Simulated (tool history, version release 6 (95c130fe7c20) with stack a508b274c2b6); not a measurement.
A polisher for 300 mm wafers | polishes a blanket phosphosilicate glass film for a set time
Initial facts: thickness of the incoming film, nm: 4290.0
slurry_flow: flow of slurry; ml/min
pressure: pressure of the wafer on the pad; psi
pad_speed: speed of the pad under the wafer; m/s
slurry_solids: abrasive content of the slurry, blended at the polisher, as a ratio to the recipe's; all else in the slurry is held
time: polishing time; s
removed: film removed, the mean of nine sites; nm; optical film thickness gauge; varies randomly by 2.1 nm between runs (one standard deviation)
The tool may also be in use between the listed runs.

| run | hour | slurry_flow | pressure | pad_speed | slurry_solids | time | removed |
|---|---|---|---|---|---|---|---|
| 1 | 0.0 | 140 | 2.9 | 0.82 | 1.0 | 55 | 322.14 |
| 2 | 4.3 | 140 | 2.7 | 0.82 | 1.0 | 55 | 294.79 |
| 3 | 8.2 | 140 | 2.6 | 0.82 | 1.0 | 55 | 282.03 |
| 4 | 9.3 | 140 | 2.2 | 0.82 | 1.0 | 55 | 245.51 |
| 5 | 17.2 | 140 | 2.2 | 0.82 | 1.0 | 58 | 255.01 |
| 6 | 21.2 | 140 | 2.2 | 0.82 | 1.1 | 58 | 267.71 |

For run 7, what comes out?
| 7 | 23.5 | 140 | 2.1 | 0.82 | 1.1 | 58 | ? |

{"run 7": {"removed": 253.77}}

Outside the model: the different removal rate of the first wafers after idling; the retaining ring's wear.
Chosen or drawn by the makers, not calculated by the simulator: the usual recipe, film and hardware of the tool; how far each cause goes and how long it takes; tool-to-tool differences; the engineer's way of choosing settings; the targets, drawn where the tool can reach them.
